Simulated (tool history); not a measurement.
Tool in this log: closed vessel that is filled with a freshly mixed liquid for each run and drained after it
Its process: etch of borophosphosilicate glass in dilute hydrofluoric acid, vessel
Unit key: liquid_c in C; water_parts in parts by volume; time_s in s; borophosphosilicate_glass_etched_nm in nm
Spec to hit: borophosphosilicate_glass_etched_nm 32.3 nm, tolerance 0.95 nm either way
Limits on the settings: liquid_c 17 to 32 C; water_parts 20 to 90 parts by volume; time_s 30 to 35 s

run,hour,liquid_c,water_parts,time_s,borophosphosilicate_glass_etched_nm
1,0,24,50,35,45.855
2,3.5,22,50,35,41.974
3,6.4,20.5,50,35,39.372
4,15.4,20.5,30,35,67.478
5,21.6,20.5,25,35,80.623
6,23.8,18.5,25,35,74.642
7,25.3,18,35,35,51.143
8,26.2,17.5,40,35,43.729
9,29.4,17.5,45,35,38.681
10,30.8,17,50,35,33.772
11,33.9,17,50,30,29.005
12,38.6,17.5,50,30,29.501
13,42.2,18,50,30,30.154
14,44.1,18.5,50,30,30.81
15,46.4,18.5,50,30,30.948

Exactly one of the 5 candidate moves below puts every result within its allowed miss. Which one?
A,48.7,18,50,30,?
B,48.7,18.5,60,35,?
C,48.7,17,45,30,?
D,48.7,17.5,50,35,?
E,48.7,17,50,35,?

move,borophosphosilicate_glass_etched_nm
A,30.22
B,29.676
C,32.334
D,34.502
E,33.762
A: the biggest miss grows against the last run
B: the biggest miss grows against the last run
C: each result inside its tolerance
D: carries the result that was furthest off beyond its target, to the other side
E: carries the result that was furthest off beyond its target, to the other side
C meets every target.
